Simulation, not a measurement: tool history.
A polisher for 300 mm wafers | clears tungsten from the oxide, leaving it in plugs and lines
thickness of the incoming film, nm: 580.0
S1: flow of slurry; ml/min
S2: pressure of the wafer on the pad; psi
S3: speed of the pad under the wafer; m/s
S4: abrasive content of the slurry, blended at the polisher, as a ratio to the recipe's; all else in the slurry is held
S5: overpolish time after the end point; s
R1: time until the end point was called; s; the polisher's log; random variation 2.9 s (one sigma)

| run | hour | S1 | S2 | S3 | S4 | S5 | R1 |
|---|---|---|---|---|---|---|---|
| 1 | 0 | 175 | 4.2 | 1.12 | 1 | 9 | 93.76 |
| 2 | 8 | 175 | 3.9 | 1.08 | 1 | 9 | 106.51 |
| 3 | 12.9 | 175 | 3.6 | 1.06 | 1 | 9 | 113.2 |
| 4 | 16.3 | 175 | 3.6 | 0.8 | 1 | 9 | 150.23 |
| 5 | 17 | 175 | 3.6 | 0.8 | 1 | 9 | 152.99 |
| 6 | 23.4 | 175 | 3.6 | 1.02 | 1 | 9 | 119.12 |
| 7 | 29.5 | 175 | 3.4 | 1 | 1 | 9 | 131.35 |
| 8 | 37.2 | 175 | 3.2 | 1 | 1 | 9 | 139.65 |
| 9 | 41.6 | 175 | 3 | 1 | 1 | 9 | 146.25 |
| 10 | 49.3 | 175 | 3 | 1 | 1 | 9 | 144.7 |
|  | 49.9 | slurry nozzle cleaned |
| 11 | 49.9 | 175 | 2.8 | 1 | 1 | 9 | 145.83 |
| 12 | 57.8 | 170 | 1.9 | 0.8 | 1 | 9 | 260.89 |
| 13 | 63 | 175 | 2 | 0.8 | 1 | 9 | 243.32 |
| 14 | 70.8 | 180 | 2.1 | 0.8 | 1 | 9 | 236.55 |
| 15 | 75.6 | 180 | 2.2 | 0.8 | 1 | 9 | 230 |
| 16 | 77.9 | 180 | 2.3 | 0.8 | 1 | 9 | 222.86 |

The next listed run, before its measurement:
| 17 | 86.8 | 180 | 2.8 | 0.8 | 1 | 9 | ? |

{"run 17": {"R1": 175.8}}
